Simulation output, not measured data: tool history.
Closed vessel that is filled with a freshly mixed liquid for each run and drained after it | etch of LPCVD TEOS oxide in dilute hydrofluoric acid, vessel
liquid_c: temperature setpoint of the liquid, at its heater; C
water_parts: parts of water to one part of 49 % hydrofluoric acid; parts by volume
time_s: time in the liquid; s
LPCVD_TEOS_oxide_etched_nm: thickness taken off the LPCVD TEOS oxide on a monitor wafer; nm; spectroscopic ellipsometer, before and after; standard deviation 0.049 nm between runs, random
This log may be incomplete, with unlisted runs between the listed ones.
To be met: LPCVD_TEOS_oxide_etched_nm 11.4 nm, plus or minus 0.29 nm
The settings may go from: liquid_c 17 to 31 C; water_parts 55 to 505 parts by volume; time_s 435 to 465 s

run,hour,liquid_c,water_parts,time_s,LPCVD_TEOS_oxide_etched_nm
1,0,23,280,435,20.117
2,2.8,23,280,435,20.089
3,7.2,19.5,280,435,17.654
4,11.8,19.5,280,435,17.587
5,19,18,280,435,16.749
6,20.8,18,300,435,15.434
7,23.9,18,315,435,14.471
8,30.7,18,325,435,13.891
9,38.4,18,335,435,13.285
10,45.9,18,340,435,12.997
11,52.1,18,345,435,12.854
12,55.3,18,350,435,12.539
13,63.2,18,355,435,12.417
14,65.4,18,360,435,12.124
15,69.7,17.5,365,435,11.641

Next run, 4 choices. One meets every target within its allowed miss, the rest don't. Which?
A,74,17.5,345,435,?
B,74,18,385,465,?
C,74,18,400,465,?
D,74,17,340,435,?

move,LPCVD_TEOS_oxide_etched_nm
A,12.658
B,11.955
C,11.37
D,12.66
A: lands further from the targets than the last run did
B: lands further from the targets than the last run did
C: meets every target
D: lands further from the targets than the last run did
Correct choice: C, which meets every target

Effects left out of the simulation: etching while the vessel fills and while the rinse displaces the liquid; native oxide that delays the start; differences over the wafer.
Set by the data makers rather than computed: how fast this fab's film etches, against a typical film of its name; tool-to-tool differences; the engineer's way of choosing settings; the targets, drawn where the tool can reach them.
